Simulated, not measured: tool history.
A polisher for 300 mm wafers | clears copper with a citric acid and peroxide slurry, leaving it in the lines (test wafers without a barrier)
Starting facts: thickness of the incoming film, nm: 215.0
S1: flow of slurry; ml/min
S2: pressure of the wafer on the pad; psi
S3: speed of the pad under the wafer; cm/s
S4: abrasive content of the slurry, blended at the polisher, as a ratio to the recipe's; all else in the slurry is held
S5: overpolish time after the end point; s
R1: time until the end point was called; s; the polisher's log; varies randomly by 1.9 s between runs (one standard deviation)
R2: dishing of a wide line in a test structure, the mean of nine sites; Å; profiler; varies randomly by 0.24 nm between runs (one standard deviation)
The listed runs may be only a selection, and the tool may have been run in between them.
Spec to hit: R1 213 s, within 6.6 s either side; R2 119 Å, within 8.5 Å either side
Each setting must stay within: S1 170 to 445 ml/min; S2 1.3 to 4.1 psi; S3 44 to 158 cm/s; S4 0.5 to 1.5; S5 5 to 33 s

{"run": 1, "day": 0.0, "S1": 285, "S2": 2.7, "S3": 100, "S4": 1, "S5": 17, "R1": 123.5, "R2": 149.56}
{"run": 2, "day": 0.088, "S1": 285, "S2": 2.7, "S3": 100, "S4": 1, "S5": 21, "R1": 123.12, "R2": 168.72}
{"run": 3, "day": 0.408, "S1": 255, "S2": 2.7, "S3": 100, "S4": 1, "S5": 21, "R1": 126.32, "R2": 170}
{"run": 4, "day": 0.746, "S1": 255, "S2": 2.7, "S3": 100, "S4": 1, "S5": 14, "R1": 123.68, "R2": 130.3}
{"run": 5, "day": 0.783, "S1": 255, "S2": 2.5, "S3": 100, "S4": 1, "S5": 15, "R1": 134.44, "R2": 134.28}
{"run": 6, "day": 0.992, "S1": 255, "S2": 3.1, "S3": 100, "S4": 1, "S5": 15, "R1": 110.18, "R2": 147.72}
{"run": 7, "day": 1.096, "S1": 250, "S2": 2.9, "S3": 100, "S4": 1, "S5": 16, "R1": 117.36, "R2": 146.2}
{"run": 8, "day": 1.454, "S1": 250, "S2": 2.7, "S3": 100, "S4": 1, "S5": 16, "R1": 125.74, "R2": 140.83}
{"run": 9, "day": 1.821, "S1": 245, "S2": 2.5, "S3": 100, "S4": 1, "S5": 16, "R1": 135.01, "R2": 142.58}
{"run": 10, "day": 1.875, "S1": 245, "S2": 2.4, "S3": 100, "S4": 1, "S5": 16, "R1": 138.87, "R2": 133.1}
{"run": 11, "day": 1.962, "S1": 245, "S2": 2.3, "S3": 100, "S4": 1, "S5": 16, "R1": 144.09, "R2": 129.51}
{"run": 12, "day": 2.304, "S1": 245, "S2": 2.2, "S3": 100, "S4": 1, "S5": 17, "R1": 152.17, "R2": 131.7}
{"run": 13, "day": 2.633, "S1": 240, "S2": 2.1, "S3": 100, "S4": 1, "S5": 17, "R1": 159.17, "R2": 128.33}

Of the 4 settings listed for the next run, only one would bring every result within its allowed miss of target. Which one?
{"run": "A", "day": 2.962, "S1": 195, "S2": 2.1, "S3": 80, "S4": 0.7, "S5": 20, "R1": "?", "R2": "?"}
{"run": "B", "day": 2.962, "S1": 230, "S2": 2, "S3": 82, "S4": 0.95, "S5": 19, "R1": "?", "R2": "?"}
{"run": "C", "day": 2.962, "S1": 320, "S2": 2, "S3": 80, "S4": 0.7, "S5": 26, "R1": "?", "R2": "?"}
{"run": "D", "day": 2.962, "S1": 175, "S2": 2.4, "S3": 70, "S4": 1, "S5": 23, "R1": "?", "R2": "?"}

move=A R1=212.96 R2=118.78
move=B R1=199.51 R2=119.91
move=C R1=211.41 R2=142.48
move=D R1=198.46 R2=137.43
A: all results in spec
B: better than the last run, though not everything is in spec
C: corrects the largest miss of the last run, while another result sits out of spec
D: better than the last run, though not everything is in spec
The move that meets every target is A.
